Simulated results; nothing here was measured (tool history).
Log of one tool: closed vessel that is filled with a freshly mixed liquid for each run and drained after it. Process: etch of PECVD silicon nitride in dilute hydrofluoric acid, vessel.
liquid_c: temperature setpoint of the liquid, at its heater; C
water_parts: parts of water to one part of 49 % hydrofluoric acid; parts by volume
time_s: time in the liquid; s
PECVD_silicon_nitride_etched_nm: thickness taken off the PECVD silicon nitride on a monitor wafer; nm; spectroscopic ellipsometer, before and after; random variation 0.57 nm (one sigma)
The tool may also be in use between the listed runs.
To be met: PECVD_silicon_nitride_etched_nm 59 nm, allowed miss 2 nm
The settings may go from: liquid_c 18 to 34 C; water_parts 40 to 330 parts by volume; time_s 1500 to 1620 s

run	hour	liquid_c	water_parts	time_s	PECVD_silicon_nitride_etched_nm
1	0	26	185	1500	40.005
2	7.9	26	185	1500	39.182
3	16.6	28	185	1500	45.479
4	19.4	25.5	185	1500	38.479
5	20.6	27.5	185	1500	44.249
6	25.8	27.5	185	1620	46.937
7	32.6	28.5	185	1620	50.698
8	38.5	29	185	1620	51.457
9	41.4	29	185	1620	50.6
10	48.8	30	185	1620	55.349

5 next moves are on the table. One of them brings every result within its allowed miss. Which?
A	56.2	30	175	1550	?
B	56.2	30	190	1620	?
C	56.2	32	195	1515	?
D	56.2	28	185	1620	?
E	56.2	33.5	200	1555	?

move	PECVD_silicon_nitride_etched_nm
A	55.669
B	53.508
C	54.879
D	48.689
E	59.892
A: nearer than the last run, and not there yet
B: further off than the last run
C: further off than the last run
D: further off than the last run
E: meets every target
The right move is E.
